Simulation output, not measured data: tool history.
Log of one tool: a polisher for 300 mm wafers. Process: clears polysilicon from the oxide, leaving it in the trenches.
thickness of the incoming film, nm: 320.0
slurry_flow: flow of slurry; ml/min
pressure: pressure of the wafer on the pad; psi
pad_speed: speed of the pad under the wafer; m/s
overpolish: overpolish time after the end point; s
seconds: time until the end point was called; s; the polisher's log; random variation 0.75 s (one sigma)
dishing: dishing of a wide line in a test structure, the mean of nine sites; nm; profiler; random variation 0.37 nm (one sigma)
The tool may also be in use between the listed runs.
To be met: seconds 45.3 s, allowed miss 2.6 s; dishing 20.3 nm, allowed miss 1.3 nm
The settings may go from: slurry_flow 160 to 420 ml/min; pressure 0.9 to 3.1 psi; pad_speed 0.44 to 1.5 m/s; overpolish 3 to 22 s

| run | hour | slurry_flow | pressure | pad_speed | overpolish | seconds | dishing |
|---|---|---|---|---|---|---|---|
| 1 | 0 | 270 | 2 | 0.96 | 11 | 35.636 | 46.021 |
| 2 | 7 | 270 | 1.8 | 0.94 | 9 | 38.542 | 38.944 |
| 3 | 13.5 | 285 | 1.5 | 0.96 | 7 | 43.033 | 31.054 |
| 4 | 15 | 285 | 1.5 | 1.06 | 7 | 40.539 | 33.907 |
| 5 | 20.5 | 250 | 1.5 | 1.06 | 7 | 39.845 | 33.775 |
| 6 | 29 | 300 | 1.5 | 1.06 | 7 | 39.753 | 33.151 |
| 7 | 30.5 | 335 | 1.3 | 1.08 | 6 | 44.44 | 29.329 |
| 8 | 33.9 | 360 | 1.2 | 1.12 | 5 | 45.548 | 23.28 |
| 9 | 34.7 | 370 | 1.2 | 1.12 | 5 | 45.161 | 24.123 |

Which of these 5 next moves meets every target?
| A | 35.5 | 410 | 1.2 | 1.02 | 8 | ? | ? |
| B | 35.5 | 185 | 1.2 | 1.2 | 8 | ? | ? |
| C | 35.5 | 390 | 1.1 | 1.12 | 8 | ? | ? |
| D | 35.5 | 400 | 1.2 | 1.08 | 4 | ? | ? |
| E | 35.5 | 380 | 1.2 | 1.18 | 7 | ? | ? |

| move | seconds | dishing |
|---|---|---|
| A | 48.162 | 31.075 |
| B | 45.128 | 32.391 |
| C | 47.539 | 31.337 |
| D | 45.726 | 19.456 |
| E | 42.221 | 31.037 |
A: further off than the last run
B: further off than the last run
C: further off than the last run
D: meets every target
E: further off than the last run
Answer: D
